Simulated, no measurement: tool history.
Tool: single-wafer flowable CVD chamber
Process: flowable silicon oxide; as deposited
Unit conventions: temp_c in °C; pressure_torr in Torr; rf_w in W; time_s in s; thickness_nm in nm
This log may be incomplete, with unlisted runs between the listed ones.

| run | hour | temp_c | pressure_torr | rf_w | time_s | thickness_nm |
|---|---|---|---|---|---|---|
| 1 | 0 | 105 | 0.563 | 1995 | 464 | 130.4 |
| 2 | 7.3 | 105 | 0.563 | 1800 | 464 | 126.05 |
| 3 | 9.2 | 105 | 0.563 | 1605 | 464 | 120 |
| 4 | 14.3 | 105 | 0.625 | 1605 | 464 | 133 |
| 5 | 15.6 | 113 | 0.625 | 1605 | 464 | 105.26 |
| 6 | 18.7 | 115 | 0.625 | 1605 | 464 | 100.46 |
| 7 | 20.8 | 117 | 0.625 | 1605 | 464 | 94.353 |
| 8 | 29.2 | 118 | 0.625 | 1605 | 464 | 91.696 |

What will run 9 give?
| 9 | 35 | 119 | 0.625 | 1605 | 464 | ? |

thickness_nm: 89.375 nm

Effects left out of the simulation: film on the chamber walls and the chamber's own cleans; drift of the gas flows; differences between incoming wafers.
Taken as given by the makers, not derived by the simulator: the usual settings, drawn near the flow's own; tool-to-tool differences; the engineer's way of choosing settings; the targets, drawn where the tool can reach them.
